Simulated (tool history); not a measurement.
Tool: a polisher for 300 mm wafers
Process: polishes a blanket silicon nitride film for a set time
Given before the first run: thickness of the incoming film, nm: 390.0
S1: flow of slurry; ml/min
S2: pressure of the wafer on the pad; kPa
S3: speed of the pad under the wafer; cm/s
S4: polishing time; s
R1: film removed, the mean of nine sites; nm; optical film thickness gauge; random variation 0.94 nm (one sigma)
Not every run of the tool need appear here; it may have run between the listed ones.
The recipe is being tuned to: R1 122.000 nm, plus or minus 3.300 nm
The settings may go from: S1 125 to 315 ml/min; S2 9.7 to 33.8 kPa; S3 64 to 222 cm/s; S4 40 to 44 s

run	day	S1	S2	S3	S4	R1
1	0.000	205	21.4	142	44	101.630
2	0.283	210	22.8	142	44	107.320
3	0.658	210	22.8	142	40	96.719
4	0.912	210	24.8	142	40	107.100
5	1.142	210	26.2	142	40	112.360
6	1.500	210	26.2	142	40	112.260
7	1.596	210	26.9	142	40	113.840
8	1.962	215	27.6	142	40	117.850

Below are 5 possible settings for the next run. Only one of them brings all results inside the allowed miss of their targets. Which is it?
A	2.329	210	29.6	110	44	?
B	2.329	240	30.3	108	43	?
C	2.329	220	27.6	122	42	?
D	2.329	240	26.2	138	44	?
E	2.329	225	30.3	112	43	?

move	R1
A	114.530
B	114.470
C	111.250
D	123.490
E	117.040
A: the biggest miss grows against the last run
B: the biggest miss grows against the last run
C: the biggest miss grows against the last run
D: every result within its allowed miss
E: the biggest miss grows against the last run
Correct choice: D, which meets every target
